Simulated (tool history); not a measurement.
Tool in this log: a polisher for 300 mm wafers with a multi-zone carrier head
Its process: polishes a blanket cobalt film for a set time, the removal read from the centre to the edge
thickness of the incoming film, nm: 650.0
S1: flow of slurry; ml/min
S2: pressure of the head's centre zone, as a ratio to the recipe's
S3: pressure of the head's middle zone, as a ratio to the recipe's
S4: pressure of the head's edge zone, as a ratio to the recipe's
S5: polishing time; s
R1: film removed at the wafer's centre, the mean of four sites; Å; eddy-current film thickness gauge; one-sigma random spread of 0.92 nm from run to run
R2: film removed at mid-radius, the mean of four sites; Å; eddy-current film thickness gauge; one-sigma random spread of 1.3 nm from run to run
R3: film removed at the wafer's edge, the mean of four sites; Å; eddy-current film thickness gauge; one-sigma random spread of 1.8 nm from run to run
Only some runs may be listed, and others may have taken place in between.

run,hour,S1,S2,S3,S4,S5,R1,R2,R3
1,0,150,1,1,1,53,2576.8,2572.7,2593.1
2,0.9,135,0.98,0.95,0.95,45,2097.3,2096.6,2143.5
3,9.2,125,0.97,0.91,0.91,39,1784.6,1687.2,1808.4
4,13.6,125,0.97,0.91,0.91,49,2233,2138.8,2275.8
5,18.4,120,0.96,0.89,0.89,42,1905,1781.8,1886.1
6,24.3,120,0.96,0.89,0.84,42,1888.2,1790.5,1861.2
7,25.5,115,0.94,0.87,0.84,38,1660.4,1563.1,1673
8,26.7,110,0.93,0.86,0.83,35,1497,1445.2,1521
9,35.7,110,0.93,0.85,0.84,33,1421.2,1347.8,1452.8
10,36.9,110,0.93,0.84,0.84,32,1371.9,1282.9,1360.8
11,41.2,105,0.93,0.83,0.87,32,1378.2,1254.3,1393.4
12,49.7,95,0.9,0.81,0.85,27,1087,1038.9,1170.8
13,54.4,105,0.9,0.81,0.86,27,1121,1039.6,1197.5
14,58.1,115,0.9,0.82,0.86,27,1149.6,1057.2,1191.2
15,63,120,0.9,0.83,0.87,27,1149.7,1061,1190.7
16,65.5,120,0.91,0.84,0.88,27,1160,1090.9,1194.8
17,66.5,120,0.92,0.84,0.89,27,1151.3,1092.1,1209.9

What will run 18 give?
18,69.6,120,0.93,0.84,0.9,27,?,?,?

R1: 1178.1 Å
R2: 1082.8 Å
R3: 1233.1 Å
